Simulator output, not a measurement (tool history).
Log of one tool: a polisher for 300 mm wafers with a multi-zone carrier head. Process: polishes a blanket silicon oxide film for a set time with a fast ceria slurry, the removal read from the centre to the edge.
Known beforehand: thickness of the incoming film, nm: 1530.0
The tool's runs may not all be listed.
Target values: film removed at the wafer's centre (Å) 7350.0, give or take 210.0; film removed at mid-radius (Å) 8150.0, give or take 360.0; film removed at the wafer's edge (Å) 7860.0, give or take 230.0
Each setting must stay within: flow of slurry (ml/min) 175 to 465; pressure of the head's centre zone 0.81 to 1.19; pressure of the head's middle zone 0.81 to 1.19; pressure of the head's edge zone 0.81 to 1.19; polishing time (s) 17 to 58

run	hour	flow of slurry (ml/min)	pressure of the head's centre zone	pressure of the head's middle zone	pressure of the head's edge zone	polishing time (s)	film removed at the wafer's centre (Å)	film removed at mid-radius (Å)	film removed at the wafer's edge (Å)
1	0.0	295	1.00	1.00	1.00	37	6499.8	6837.2	6545.6
2	3.1	295	1.00	1.00	1.00	31	5491.0	5692.2	5437.6
3	9.7	295	1.00	1.08	1.00	31	5481.7	5986.3	5488.9
4	11.1	295	1.00	1.08	0.96	31	5505.4	6120.5	5384.3
5	17.6	225	1.00	1.08	0.96	31	5286.2	5733.4	5266.9
6	22.0	245	1.01	1.10	1.02	34	5953.8	6630.3	5954.8
7	24.2	255	1.01	1.08	1.07	36	6301.4	6849.0	6511.9
8	30.5	275	1.01	1.09	1.11	37	6608.5	7088.0	6762.7
9	32.9	275	1.00	1.10	1.13	38	6728.5	7233.7	7076.2
10	33.8	285	1.00	1.12	1.15	39	6844.2	7659.0	7335.4
11	35.0	290	1.01	1.12	1.16	40	7168.1	7974.0	7557.1

4 next moves are on the table. One of them brings every result within its allowed miss. Which?
A	36.2	330	0.98	1.19	1.07	38	?	?	?
B	36.2	300	0.91	1.19	1.16	40	?	?	?
C	36.2	235	0.97	1.19	1.03	41	?	?	?
D	36.2	290	1.02	1.13	1.19	41	?	?	?

move	film removed at the wafer's centre (Å)	film removed at mid-radius (Å)	film removed at the wafer's edge (Å)
A	6766.6	8184.2	6897.4
B	6664.2	8544.7	7516.9
C	6984.0	8544.7	7122.1
D	7435.9	8345.6	7795.9
A: lands further from the targets than the last run did
B: lands further from the targets than the last run did
C: lands further from the targets than the last run did
D: meets every target
D is the move that brings every result within its allowed miss.

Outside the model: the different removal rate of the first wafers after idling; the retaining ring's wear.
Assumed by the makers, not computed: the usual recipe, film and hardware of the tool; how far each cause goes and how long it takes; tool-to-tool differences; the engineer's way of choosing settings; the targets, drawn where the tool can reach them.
